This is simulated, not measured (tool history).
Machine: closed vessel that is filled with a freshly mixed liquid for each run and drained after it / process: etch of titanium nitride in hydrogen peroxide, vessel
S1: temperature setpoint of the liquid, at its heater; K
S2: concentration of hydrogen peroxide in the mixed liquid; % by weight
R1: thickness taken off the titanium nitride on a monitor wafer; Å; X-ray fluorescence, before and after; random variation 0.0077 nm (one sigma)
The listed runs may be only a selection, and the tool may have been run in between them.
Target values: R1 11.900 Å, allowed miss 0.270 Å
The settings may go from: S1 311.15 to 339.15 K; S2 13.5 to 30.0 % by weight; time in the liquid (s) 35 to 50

run 1 hour=0.0 | S1=327.15 S2=25.5 time_in_the_liquid_(s)=50 | R1=17.074
run 2 hour=3.3 | S1=325.65 S2=25.5 time_in_the_liquid_(s)=50 | R1=15.262
run 3 hour=4.3 | S1=328.15 S2=25.5 time_in_the_liquid_(s)=50 | R1=18.491
run 4 hour=11.6 | S1=328.15 S2=25.5 time_in_the_liquid_(s)=50 | R1=18.433
run 5 hour=13.0 | S1=328.15 S2=27.5 time_in_the_liquid_(s)=50 | R1=18.412
run 6 hour=19.0 | S1=334.65 S2=27.5 time_in_the_liquid_(s)=50 | R1=29.105
run 7 hour=27.3 | S1=330.65 S2=27.5 time_in_the_liquid_(s)=50 | R1=22.210
run 8 hour=30.9 | S1=327.65 S2=27.5 time_in_the_liquid_(s)=50 | R1=18.067
run 9 hour=33.3 | S1=325.65 S2=27.5 time_in_the_liquid_(s)=50 | R1=15.630
run 10 hour=34.3 | S1=324.65 S2=27.5 time_in_the_liquid_(s)=50 | R1=14.605
run 11 hour=37.1 | S1=323.65 S2=27.5 time_in_the_liquid_(s)=50 | R1=13.543
run 12 hour=45.4 | S1=323.15 S2=27.5 time_in_the_liquid_(s)=50 | R1=12.973
run 13 hour=52.8 | S1=322.65 S2=27.5 time_in_the_liquid_(s)=50 | R1=12.478

Exactly one of the 5 candidate moves below puts every result within its allowed miss. Which one?
run A hour=60.2 | S1=323.15 S2=30.0 time_in_the_liquid_(s)=50 | R1=?
run B hour=60.2 | S1=322.65 S2=26.5 time_in_the_liquid_(s)=45 | R1=?
run C hour=60.2 | S1=323.15 S2=24.0 time_in_the_liquid_(s)=50 | R1=?
run D hour=60.2 | S1=324.15 S2=25.5 time_in_the_liquid_(s)=50 | R1=?
run E hour=60.2 | S1=322.15 S2=25.0 time_in_the_liquid_(s)=50 | R1=?

move=A R1=13.200
move=B R1=11.149
move=C R1=12.569
move=D R1=13.687
move=E R1=11.795
A: moves away from the targets compared with the last run
B: moves the result that the last run missed by most past its target, out the other side
C: moves away from the targets compared with the last run
D: moves away from the targets compared with the last run
E: all results land within tolerance of their targets
Move E is the one to make.
